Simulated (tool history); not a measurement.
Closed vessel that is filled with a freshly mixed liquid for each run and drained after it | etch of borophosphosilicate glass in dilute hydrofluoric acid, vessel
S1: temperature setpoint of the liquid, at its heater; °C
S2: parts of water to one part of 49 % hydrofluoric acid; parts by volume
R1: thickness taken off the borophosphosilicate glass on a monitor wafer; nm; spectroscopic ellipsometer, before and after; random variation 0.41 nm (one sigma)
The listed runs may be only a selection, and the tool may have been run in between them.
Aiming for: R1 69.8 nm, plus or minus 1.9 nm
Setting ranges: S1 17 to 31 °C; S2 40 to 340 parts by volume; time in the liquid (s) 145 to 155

{"run": 1, "hour": 0.0, "S1": 23, "S2": 190, "time in the liquid (s)": 145, "R1": 29.137}
{"run": 2, "hour": 6.6, "S1": 25, "S2": 165, "time in the liquid (s)": 145, "R1": 36.995}
{"run": 3, "hour": 14.3, "S1": 26.5, "S2": 145, "time in the liquid (s)": 145, "R1": 45.446}
{"run": 4, "hour": 22.9, "S1": 26.5, "S2": 145, "time in the liquid (s)": 145, "R1": 44.873}
{"run": 5, "hour": 29.3, "S1": 27.5, "S2": 135, "time in the liquid (s)": 145, "R1": 50.579}
{"run": 6, "hour": 31.0, "S1": 28.5, "S2": 125, "time in the liquid (s)": 145, "R1": 57.723}
{"run": 7, "hour": 33.7, "S1": 29, "S2": 120, "time in the liquid (s)": 145, "R1": 61.358}
{"run": 8, "hour": 38.6, "S1": 29.5, "S2": 120, "time in the liquid (s)": 145, "R1": 63.077}
{"run": 9, "hour": 46.5, "S1": 30, "S2": 120, "time in the liquid (s)": 145, "R1": 63.609}
{"run": 10, "hour": 52.5, "S1": 30.5, "S2": 120, "time in the liquid (s)": 145, "R1": 65.629}

Next run, 5 choices. One meets every target within its allowed miss, the rest don't. Which?
{"run": "A", "hour": 58.5, "S1": 29, "S2": 115, "time in the liquid (s)": 145, "R1": "?"}
{"run": "B", "hour": 58.5, "S1": 31, "S2": 125, "time in the liquid (s)": 150, "R1": "?"}
{"run": "C", "hour": 58.5, "S1": 31, "S2": 130, "time in the liquid (s)": 155, "R1": "?"}
{"run": "D", "hour": 58.5, "S1": 28.5, "S2": 125, "time in the liquid (s)": 150, "R1": "?"}
{"run": "E", "hour": 58.5, "S1": 31, "S2": 115, "time in the liquid (s)": 145, "R1": "?"}

move=A R1=64.915
move=B R1=65.602
move=C R1=64.732
move=D R1=59.838
move=E R1=69.903
A: moves away from the targets compared with the last run
B: just as far off the targets as the last run
C: moves away from the targets compared with the last run
D: moves away from the targets compared with the last run
E: each result inside its tolerance
The move that meets every target is E.
